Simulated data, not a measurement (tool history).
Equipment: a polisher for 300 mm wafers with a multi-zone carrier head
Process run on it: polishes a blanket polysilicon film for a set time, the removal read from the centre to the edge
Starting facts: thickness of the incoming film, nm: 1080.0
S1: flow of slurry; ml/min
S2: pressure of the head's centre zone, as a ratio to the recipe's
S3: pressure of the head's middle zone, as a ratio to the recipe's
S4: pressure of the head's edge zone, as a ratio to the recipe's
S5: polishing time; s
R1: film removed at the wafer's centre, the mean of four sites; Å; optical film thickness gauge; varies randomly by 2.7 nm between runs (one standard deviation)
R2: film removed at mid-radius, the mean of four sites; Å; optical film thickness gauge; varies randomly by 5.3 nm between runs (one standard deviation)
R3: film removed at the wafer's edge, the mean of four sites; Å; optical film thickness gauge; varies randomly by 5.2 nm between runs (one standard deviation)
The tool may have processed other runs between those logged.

{"run": 1, "hour": 0.0, "S1": 225, "S2": 1.0, "S3": 1.0, "S4": 1.0, "S5": 35, "R1": 3575.5, "R2": 3501.4, "R3": 3612.3}
{"run": 2, "hour": 2.6, "S1": 235, "S2": 1.02, "S3": 1.02, "S4": 0.99, "S5": 35, "R1": 3665.4, "R2": 3515.7, "R3": 3552.7}
{"run": 3, "hour": 7.8, "S1": 240, "S2": 1.03, "S3": 1.04, "S4": 0.99, "S5": 35, "R1": 3680.9, "R2": 3576.1, "R3": 3655.8}
{"run": 4, "hour": 14.8, "S1": 240, "S2": 1.04, "S3": 1.06, "S4": 0.96, "S5": 35, "R1": 3730.9, "R2": 3668.7, "R3": 3521.5}
{"run": 5, "hour": 19.5, "S1": 240, "S2": 1.04, "S3": 1.06, "S4": 1.0, "S5": 35, "R1": 3694.7, "R2": 3744.5, "R3": 3586.4}
{"run": 6, "hour": 24.9, "S1": 245, "S2": 1.06, "S3": 1.07, "S4": 1.0, "S5": 35, "R1": 3740.1, "R2": 3628.6, "R3": 3698.4}

Run 7 has not been measured yet. What should we expect?
{"run": 7, "hour": 26.5, "S1": 250, "S2": 1.07, "S3": 1.08, "S4": 0.98, "S5": 35, "R1": "?", "R2": "?", "R3": "?"}

R1: 3813.1 Å
R2: 3770.4 Å
R3: 3509.6 Å
